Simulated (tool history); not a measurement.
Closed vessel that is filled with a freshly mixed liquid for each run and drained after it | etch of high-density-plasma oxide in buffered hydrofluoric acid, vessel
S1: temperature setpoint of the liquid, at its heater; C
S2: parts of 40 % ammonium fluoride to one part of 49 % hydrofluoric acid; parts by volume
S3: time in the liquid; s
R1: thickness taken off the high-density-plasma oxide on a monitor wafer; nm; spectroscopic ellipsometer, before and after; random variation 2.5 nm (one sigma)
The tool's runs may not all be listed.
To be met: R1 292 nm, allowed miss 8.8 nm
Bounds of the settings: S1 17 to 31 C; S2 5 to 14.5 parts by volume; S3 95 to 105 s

run,hour,S1,S2,S3,R1
1,0,23,9,95,220.03
2,2.9,23,9,105,243.88
3,4.8,23,9,95,223.92
4,12,23,11.5,95,178.78
5,19.2,25,11,95,211.33
6,23.3,26.5,11,95,224.34
7,24,28,11,95,246.73
8,24.5,29,11,95,261.1

Which of these 5 next moves meets every target?
A,25,27.5,11,100,?
B,25,30.5,10.5,95,?
C,25,27.5,13.5,105,?
D,25,30.5,10.5,100,?
E,25,24.5,8.5,95,?

move,R1
A,255.63
B,297.7
C,219.75
D,313.37
E,257.76
A: further off than the last run
B: meets every target
C: further off than the last run
D: takes the result that was furthest off past its target
E: further off than the last run
The right move is B.
